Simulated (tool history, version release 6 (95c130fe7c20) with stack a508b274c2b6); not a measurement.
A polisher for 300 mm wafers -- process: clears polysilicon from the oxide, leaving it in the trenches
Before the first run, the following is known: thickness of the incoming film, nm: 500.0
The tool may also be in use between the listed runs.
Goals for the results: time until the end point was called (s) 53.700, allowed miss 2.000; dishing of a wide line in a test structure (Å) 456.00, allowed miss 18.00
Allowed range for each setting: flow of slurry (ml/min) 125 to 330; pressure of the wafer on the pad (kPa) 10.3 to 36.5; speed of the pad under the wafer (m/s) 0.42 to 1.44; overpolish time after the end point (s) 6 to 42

run,hour,flow of slurry (ml/min),pressure of the wafer on the pad (kPa),speed of the pad under the wafer (m/s),overpolish time after the end point (s),time until the end point was called (s),dishing of a wide line in a test structure (Å)
1,0.0,210,23.4,0.92,21,33.243,490.02
2,8.6,210,19.3,0.92,21,38.294,495.45
3,14.7,210,19.3,0.74,21,46.736,483.30
4,18.9,210,22.8,0.74,21,41.907,504.05
5,23.1,210,22.8,0.74,28,41.662,497.01
6,30.9,205,21.4,0.76,27,42.421,492.97
7,34.5,195,20.0,0.78,27,44.091,500.06
8,41.1,210,19.3,0.78,26,44.962,486.63
9,43.6,210,19.3,0.78,26,44.832,498.18
10,45.6,200,18.6,0.78,23,46.462,479.03
11,46.8,195,17.9,0.78,23,47.819,493.55
12,53.7,210,17.2,0.78,22,48.475,496.89
13,60.6,150,17.2,0.74,12,54.335,439.45
14,68.1,155,17.2,0.74,12,52.812,442.25

Next run, 5 choices. One meets every target within its allowed miss, the rest don't. Which?
A,75.6,190,20.0,0.64,15,?,?
B,75.6,165,16.5,0.84,14,?,?
C,75.6,300,22.8,0.54,21,?,?
D,75.6,200,17.2,0.78,12,?,?
E,75.6,125,17.2,0.86,11,?,?

move,time until the end point was called (s),dishing of a wide line in a test structure (Å)
A,53.617,458.93
B,49.165,460.51
C,53.628,481.09
D,49.554,444.31
E,49.435,434.30
A: in spec on every target
B: puts the biggest miss on target and leaves a different result outside tolerance
C: pushes the last run's worst result past its target
D: puts the biggest miss on target and leaves a different result outside tolerance
E: lands further from the targets than the last run did
A is the move that brings every result within its allowed miss.

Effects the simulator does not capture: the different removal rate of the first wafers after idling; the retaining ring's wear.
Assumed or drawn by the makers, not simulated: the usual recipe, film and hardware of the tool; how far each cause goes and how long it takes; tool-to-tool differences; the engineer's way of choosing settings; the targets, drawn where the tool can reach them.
